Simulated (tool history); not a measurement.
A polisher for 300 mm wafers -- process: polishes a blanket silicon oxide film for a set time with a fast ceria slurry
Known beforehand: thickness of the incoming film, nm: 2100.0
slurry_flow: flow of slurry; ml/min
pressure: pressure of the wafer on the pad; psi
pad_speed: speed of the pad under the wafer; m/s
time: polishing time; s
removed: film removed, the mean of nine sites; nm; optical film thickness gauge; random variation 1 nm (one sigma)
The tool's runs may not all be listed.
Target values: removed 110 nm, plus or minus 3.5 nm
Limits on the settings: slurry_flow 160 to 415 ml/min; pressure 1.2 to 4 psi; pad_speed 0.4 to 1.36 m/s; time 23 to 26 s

{"run": 1, "hour": 0.0, "slurry_flow": 265, "pressure": 2.6, "pad_speed": 0.88, "time": 26, "removed": 334.08}
{"run": 2, "hour": 7.4, "slurry_flow": 265, "pressure": 2.6, "pad_speed": 1, "time": 26, "removed": 371.77}
{"run": 3, "hour": 10.9, "slurry_flow": 245, "pressure": 2.3, "pad_speed": 0.88, "time": 25, "removed": 282.24}
{"run": 4, "hour": 15.4, "slurry_flow": 245, "pressure": 2.3, "pad_speed": 1.02, "time": 25, "removed": 325.2}
{"run": 5, "hour": 24.1, "slurry_flow": 290, "pressure": 2.3, "pad_speed": 1.02, "time": 25, "removed": 329.95}
{"run": 6, "hour": 29.5, "slurry_flow": 360, "pressure": 2.3, "pad_speed": 1.02, "time": 25, "removed": 342.62}
{"run": 7, "hour": 36.1, "slurry_flow": 355, "pressure": 2.1, "pad_speed": 0.9, "time": 25, "removed": 273.71}
{"run": 8, "hour": 43.3, "slurry_flow": 355, "pressure": 2.1, "pad_speed": 0.9, "time": 25, "removed": 274.04}
{"run": 9, "hour": 48.9, "slurry_flow": 355, "pressure": 1.9, "pad_speed": 0.8, "time": 25, "removed": 221.61}
{"run": 10, "hour": 52.2, "slurry_flow": 355, "pressure": 1.8, "pad_speed": 0.74, "time": 25, "removed": 198.85}
{"run": 11, "hour": 56.8, "slurry_flow": 345, "pressure": 1.2, "pad_speed": 0.5, "time": 24, "removed": 89.125}
{"run": 12, "hour": 59.4, "slurry_flow": 355, "pressure": 1.3, "pad_speed": 0.5, "time": 24, "removed": 95.9}
{"run": 13, "hour": 60.4, "slurry_flow": 390, "pressure": 1.6, "pad_speed": 0.5, "time": 24, "removed": 116.02}
{"run": 14, "hour": 67.4, "slurry_flow": 390, "pressure": 1.6, "pad_speed": 0.5, "time": 24, "removed": 116.09}
{"run": 15, "hour": 69.0, "slurry_flow": 385, "pressure": 1.4, "pad_speed": 0.5, "time": 24, "removed": 101.65}

Exercise: of the 5 proposed moves below, exactly one satisfies all targets within the stated allowed misses. Which move is it?
{"run": "A", "hour": 70.6, "slurry_flow": 400, "pressure": 1.4, "pad_speed": 0.52, "time": 26, "removed": "?"}
{"run": "B", "hour": 70.6, "slurry_flow": 405, "pressure": 1.2, "pad_speed": 0.64, "time": 25, "removed": "?"}
{"run": "C", "hour": 70.6, "slurry_flow": 350, "pressure": 1.5, "pad_speed": 0.46, "time": 23, "removed": "?"}
{"run": "D", "hour": 70.6, "slurry_flow": 335, "pressure": 1.5, "pad_speed": 0.48, "time": 25, "removed": "?"}
{"run": "E", "hour": 70.6, "slurry_flow": 380, "pressure": 1.4, "pad_speed": 0.48, "time": 25, "removed": "?"}

move=A removed=115.83
move=B removed=117.55
move=C removed=96.41
move=D removed=108.7
move=E removed=102.85
A: takes the result that was furthest off past its target
B: takes the result that was furthest off past its target
C: the biggest miss grows against the last run
D: meets every target
E: nearer the targets than the last run, but a result is still out of spec
Correct choice: D, which meets every target
